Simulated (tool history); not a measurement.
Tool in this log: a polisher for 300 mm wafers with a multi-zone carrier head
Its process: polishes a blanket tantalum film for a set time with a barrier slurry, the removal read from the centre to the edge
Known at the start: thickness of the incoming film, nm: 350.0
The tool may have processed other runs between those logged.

| run | hour | flow of slurry (ml/min) | pressure of the head's centre zone | pressure of the head's middle zone | pressure of the head's edge zone | abrasive content of the slurry | polishing time (s) | film removed at the wafer's centre (nm) | film removed at mid-radius (nm) | film removed at the wafer's edge (nm) |
|---|---|---|---|---|---|---|---|---|---|---|
| 1 | 0 | 145 | 1 | 1 | 1 | 1 | 59 | 101.93 | 101.78 | 101.7 |
| 2 | 6.9 | 145 | 1 | 1 | 1 | 1.05 | 59 | 103.85 | 102.77 | 103.94 |
| 3 | 9.2 | 180 | 1 | 1 | 1 | 1.05 | 59 | 109.23 | 108.2 | 107.01 |
| 4 | 14.6 | 185 | 1.01 | 0.99 | 1.01 | 1.05 | 59 | 111.06 | 108.13 | 107.28 |
| 5 | 18.6 | 200 | 1.01 | 0.99 | 1.01 | 1.05 | 59 | 111.38 | 106.93 | 108.35 |
| 6 | 20.8 | 200 | 1.02 | 0.99 | 1.02 | 1.05 | 59 | 113.15 | 107.74 | 108.89 |

For run 7, what comes out?
| 7 | 26.1 | 200 | 1.03 | 0.99 | 1.03 | 1.05 | 59 | ? | ? | ? |

{"run 7": {"film removed at the wafer's centre (nm)": 113.16, "film removed at mid-radius (nm)": 108.35, "film removed at the wafer's edge (nm)": 110.19}}
